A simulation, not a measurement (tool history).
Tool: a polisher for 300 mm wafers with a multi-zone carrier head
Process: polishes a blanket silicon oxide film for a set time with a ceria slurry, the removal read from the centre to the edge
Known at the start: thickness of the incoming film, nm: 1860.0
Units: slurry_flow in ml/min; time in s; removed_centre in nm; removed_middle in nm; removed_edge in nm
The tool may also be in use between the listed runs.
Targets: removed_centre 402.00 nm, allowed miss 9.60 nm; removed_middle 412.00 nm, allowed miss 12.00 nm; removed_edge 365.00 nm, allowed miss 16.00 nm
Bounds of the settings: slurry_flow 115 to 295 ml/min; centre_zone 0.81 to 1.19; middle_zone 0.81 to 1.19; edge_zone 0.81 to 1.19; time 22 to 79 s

{"run": 1, "hour": 0.0, "slurry_flow": 190, "centre_zone": 1.0, "middle_zone": 1.0, "edge_zone": 1.0, "time": 50, "removed_centre": 308.35, "removed_middle": 317.45, "removed_edge": 303.77}
{"run": 2, "hour": 1.8, "slurry_flow": 160, "centre_zone": 1.0, "middle_zone": 1.0, "edge_zone": 1.0, "time": 50, "removed_centre": 297.39, "removed_middle": 309.88, "removed_edge": 312.21}
{"run": 3, "hour": 3.7, "slurry_flow": 160, "centre_zone": 1.0, "middle_zone": 1.0, "edge_zone": 1.0, "time": 62, "removed_centre": 369.81, "removed_middle": 388.1, "removed_edge": 377.61}
{"run": 4, "hour": 5.1, "slurry_flow": 160, "centre_zone": 1.06, "middle_zone": 1.0, "edge_zone": 1.0, "time": 62, "removed_centre": 395.36, "removed_middle": 384.45, "removed_edge": 376.92}
{"run": 5, "hour": 6.3, "slurry_flow": 165, "centre_zone": 1.06, "middle_zone": 1.01, "edge_zone": 0.99, "time": 62, "removed_centre": 394.25, "removed_middle": 386.47, "removed_edge": 370.24}
{"run": 6, "hour": 7.5, "slurry_flow": 170, "centre_zone": 1.06, "middle_zone": 1.02, "edge_zone": 0.99, "time": 62, "removed_centre": 399.39, "removed_middle": 391.64, "removed_edge": 374.0}
{"run": 7, "hour": 9.0, "slurry_flow": 175, "centre_zone": 1.06, "middle_zone": 1.03, "edge_zone": 0.98, "time": 62, "removed_centre": 399.15, "removed_middle": 394.31, "removed_edge": 387.1}
{"run": 8, "hour": 11.5, "slurry_flow": 185, "centre_zone": 1.04, "middle_zone": 1.01, "edge_zone": 1.03, "time": 62, "removed_centre": 399.25, "removed_middle": 393.18, "removed_edge": 384.61}
{"run": 9, "hour": 12.9, "slurry_flow": 190, "centre_zone": 1.04, "middle_zone": 1.02, "edge_zone": 1.0, "time": 62, "removed_centre": 393.97, "removed_middle": 401.91, "removed_edge": 389.18}
{"run": 10, "hour": 16.7, "slurry_flow": 195, "centre_zone": 1.14, "middle_zone": 1.11, "edge_zone": 0.92, "time": 58, "removed_centre": 406.75, "removed_middle": 395.44, "removed_edge": 344.32}
{"run": 11, "hour": 18.9, "slurry_flow": 195, "centre_zone": 1.13, "middle_zone": 1.11, "edge_zone": 0.93, "time": 58, "removed_centre": 403.84, "removed_middle": 401.31, "removed_edge": 341.0}
{"run": 12, "hour": 25.5, "slurry_flow": 195, "centre_zone": 1.12, "middle_zone": 1.11, "edge_zone": 0.95, "time": 58, "removed_centre": 394.37, "removed_middle": 391.87, "removed_edge": 347.6}

Which of these 4 next moves meets every target?
{"run": "A", "hour": 32.1, "slurry_flow": 200, "centre_zone": 1.15, "middle_zone": 1.1, "edge_zone": 0.92, "time": 56, "removed_centre": "?", "removed_middle": "?", "removed_edge": "?"}
{"run": "B", "hour": 32.1, "slurry_flow": 225, "centre_zone": 1.08, "middle_zone": 1.1, "edge_zone": 0.95, "time": 60, "removed_centre": "?", "removed_middle": "?", "removed_edge": "?"}
{"run": "C", "hour": 32.1, "slurry_flow": 205, "centre_zone": 1.15, "middle_zone": 1.14, "edge_zone": 0.82, "time": 55, "removed_centre": "?", "removed_middle": "?", "removed_edge": "?"}
{"run": "D", "hour": 32.1, "slurry_flow": 175, "centre_zone": 1.13, "middle_zone": 1.19, "edge_zone": 0.84, "time": 58, "removed_centre": "?", "removed_middle": "?", "removed_edge": "?"}

move=A removed_centre=395.58 removed_middle=385.63 removed_edge=332.79
move=B removed_centre=403.57 removed_middle=418.63 removed_edge=365.41
move=C removed_centre=389.80 removed_middle=389.41 removed_edge=310.82
move=D removed_centre=395.88 removed_middle=415.68 removed_edge=326.68
A: further off than the last run
B: meets every target
C: further off than the last run
D: brings the result that was furthest off to its target, and leaves another outside
Move B is the one to make.
